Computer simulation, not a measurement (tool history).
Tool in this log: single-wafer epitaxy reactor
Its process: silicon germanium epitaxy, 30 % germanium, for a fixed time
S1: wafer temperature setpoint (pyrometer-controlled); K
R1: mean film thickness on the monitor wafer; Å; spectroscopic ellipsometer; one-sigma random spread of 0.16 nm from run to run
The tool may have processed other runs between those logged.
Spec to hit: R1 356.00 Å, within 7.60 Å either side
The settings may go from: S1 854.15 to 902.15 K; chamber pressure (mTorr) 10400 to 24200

{"run": 1, "hour": 0.0, "S1": 878.15, "chamber pressure (mTorr)": 17300, "R1": 556.68}
{"run": 2, "hour": 1.7, "S1": 873.15, "chamber pressure (mTorr)": 17300, "R1": 500.58}
{"run": 3, "hour": 7.2, "S1": 868.15, "chamber pressure (mTorr)": 17200, "R1": 451.09}
{"run": 4, "hour": 13.9, "S1": 865.15, "chamber pressure (mTorr)": 17100, "R1": 426.29}
{"run": 5, "hour": 18.9, "S1": 869.15, "chamber pressure (mTorr)": 17100, "R1": 465.65}
{"run": 6, "hour": 22.9, "S1": 865.15, "chamber pressure (mTorr)": 17000, "R1": 424.26}
{"run": 7, "hour": 23.7, "S1": 863.15, "chamber pressure (mTorr)": 17000, "R1": 405.99}
{"run": 8, "hour": 30.2, "S1": 861.15, "chamber pressure (mTorr)": 17000, "R1": 391.99}
{"run": 9, "hour": 34.8, "S1": 860.15, "chamber pressure (mTorr)": 17000, "R1": 383.86}
{"run": 10, "hour": 39.1, "S1": 859.15, "chamber pressure (mTorr)": 17000, "R1": 377.3}
{"run": 11, "hour": 47.8, "S1": 858.15, "chamber pressure (mTorr)": 17000, "R1": 370.03}

Exercise: of the 5 proposed moves below, exactly one satisfies all targets within the stated allowed misses. Which move is it?
{"run": "A", "hour": 56.5, "S1": 855.15, "chamber pressure (mTorr)": 18500, "R1": "?"}
{"run": "B", "hour": 56.5, "S1": 859.15, "chamber pressure (mTorr)": 16800, "R1": "?"}
{"run": "C", "hour": 56.5, "S1": 863.15, "chamber pressure (mTorr)": 13700, "R1": "?"}
{"run": "D", "hour": 56.5, "S1": 860.15, "chamber pressure (mTorr)": 17400, "R1": "?"}
{"run": "E", "hour": 56.5, "S1": 858.15, "chamber pressure (mTorr)": 18400, "R1": "?"}

move=A R1=357.42
move=B R1=374.08
move=C R1=376.08
move=D R1=386.78
move=E R1=379.24
A: all results in spec
B: the biggest miss grows against the last run
C: the biggest miss grows against the last run
D: the biggest miss grows against the last run
E: the biggest miss grows against the last run
The move that meets every target is A.
